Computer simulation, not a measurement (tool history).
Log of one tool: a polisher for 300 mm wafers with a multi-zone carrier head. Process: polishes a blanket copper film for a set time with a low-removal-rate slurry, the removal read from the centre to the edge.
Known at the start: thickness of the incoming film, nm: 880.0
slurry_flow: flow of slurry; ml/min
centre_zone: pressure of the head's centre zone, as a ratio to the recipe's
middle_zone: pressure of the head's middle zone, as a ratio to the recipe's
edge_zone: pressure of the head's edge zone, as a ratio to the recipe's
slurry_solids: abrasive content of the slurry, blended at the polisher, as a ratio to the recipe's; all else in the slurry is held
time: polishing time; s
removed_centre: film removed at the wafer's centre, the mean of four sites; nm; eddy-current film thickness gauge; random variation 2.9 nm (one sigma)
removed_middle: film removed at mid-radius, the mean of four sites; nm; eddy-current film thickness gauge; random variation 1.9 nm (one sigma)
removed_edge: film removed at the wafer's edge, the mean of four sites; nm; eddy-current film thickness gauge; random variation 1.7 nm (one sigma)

| run | hour | slurry_flow | centre_zone | middle_zone | edge_zone | slurry_solids | time | removed_centre | removed_middle | removed_edge |
|---|---|---|---|---|---|---|---|---|---|---|
| 1 | 0 | 175 | 1 | 1 | 1 | 1 | 87 | 281.2 | 284.89 | 277.19 |
| 2 | 1 | 175 | 1 | 1 | 1 | 1 | 109 | 349.42 | 352.14 | 349.19 |
| 3 | 6.8 | 175 | 1 | 1 | 1 | 1 | 125 | 405.68 | 402.1 | 400.96 |
| 4 | 7.5 | 170 | 1.02 | 0.99 | 0.95 | 0.85 | 109 | 341.73 | 338.49 | 328.12 |
| 5 | 16.1 | 170 | 1.04 | 0.97 | 0.92 | 0.75 | 97 | 302.4 | 289.92 | 279.65 |
| 6 | 20.5 | 170 | 1.04 | 1.04 | 0.92 | 0.75 | 97 | 303.28 | 307.64 | 285.05 |
| 7 | 25.9 | 170 | 1.05 | 1.01 | 0.89 | 0.65 | 90 | 273.96 | 271.96 | 250.39 |

Run 8 comes next. What will it give?
| 8 | 30.4 | 170 | 1.05 | 1.01 | 0.89 | 0.65 | 90 | ? | ? | ? |

removed_centre: 280.04 nm
removed_middle: 269.86 nm
removed_edge: 250.25 nm
